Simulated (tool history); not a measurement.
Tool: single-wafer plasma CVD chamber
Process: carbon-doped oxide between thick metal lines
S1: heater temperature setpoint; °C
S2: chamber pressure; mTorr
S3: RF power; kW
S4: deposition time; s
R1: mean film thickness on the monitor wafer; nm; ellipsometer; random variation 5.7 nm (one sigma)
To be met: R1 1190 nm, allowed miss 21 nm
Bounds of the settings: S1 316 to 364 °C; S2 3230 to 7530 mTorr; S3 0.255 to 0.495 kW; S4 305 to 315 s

{"run": 1, "hour": 0.0, "S1": 340, "S2": 5380, "S3": 0.375, "S4": 305, "R1": 1418.7}
{"run": 2, "hour": 3.2, "S1": 341, "S2": 5220, "S3": 0.37, "S4": 305, "R1": 1375.6}
{"run": 3, "hour": 9.4, "S1": 341, "S2": 5220, "S3": 0.37, "S4": 315, "R1": 1425.9}
{"run": 4, "hour": 13.0, "S1": 341, "S2": 5220, "S3": 0.37, "S4": 305, "R1": 1376}
{"run": 5, "hour": 21.1, "S1": 343, "S2": 5060, "S3": 0.37, "S4": 305, "R1": 1371.1}
{"hour": 27.0, "done": "thermocouple changed; heater temperature recalibrated"}
{"run": 6, "hour": 27.0, "S1": 344, "S2": 4920, "S3": 0.365, "S4": 305, "R1": 1322.7}
{"run": 7, "hour": 34.7, "S1": 346, "S2": 4850, "S3": 0.365, "S4": 305, "R1": 1321.2}
{"run": 8, "hour": 42.3, "S1": 347, "S2": 4730, "S3": 0.365, "S4": 305, "R1": 1316}
{"run": 9, "hour": 46.2, "S1": 356, "S2": 3650, "S3": 0.33, "S4": 305, "R1": 1105.8}
{"run": 10, "hour": 47.9, "S1": 355, "S2": 3700, "S3": 0.33, "S4": 305, "R1": 1117.9}
{"run": 11, "hour": 50.4, "S1": 354, "S2": 3740, "S3": 0.33, "S4": 305, "R1": 1110.2}
{"run": 12, "hour": 51.0, "S1": 353, "S2": 3810, "S3": 0.33, "S4": 305, "R1": 1122.4}

4 next moves are on the table. One of them brings every result within its allowed miss. Which?
{"run": "A", "hour": 51.6, "S1": 353, "S2": 3410, "S3": 0.34, "S4": 305, "R1": "?"}
{"run": "B", "hour": 51.6, "S1": 354, "S2": 3230, "S3": 0.36, "S4": 305, "R1": "?"}
{"run": "C", "hour": 51.6, "S1": 350, "S2": 4560, "S3": 0.325, "S4": 307, "R1": "?"}
{"run": "D", "hour": 51.6, "S1": 353, "S2": 3750, "S3": 0.305, "S4": 315, "R1": "?"}

move=A R1=1152
move=B R1=1207.8
move=C R1=1164.6
move=D R1=1075.6
A: nearer than the last run, and not there yet
B: meets every target
C: nearer than the last run, and not there yet
D: further off than the last run
The right move is B.

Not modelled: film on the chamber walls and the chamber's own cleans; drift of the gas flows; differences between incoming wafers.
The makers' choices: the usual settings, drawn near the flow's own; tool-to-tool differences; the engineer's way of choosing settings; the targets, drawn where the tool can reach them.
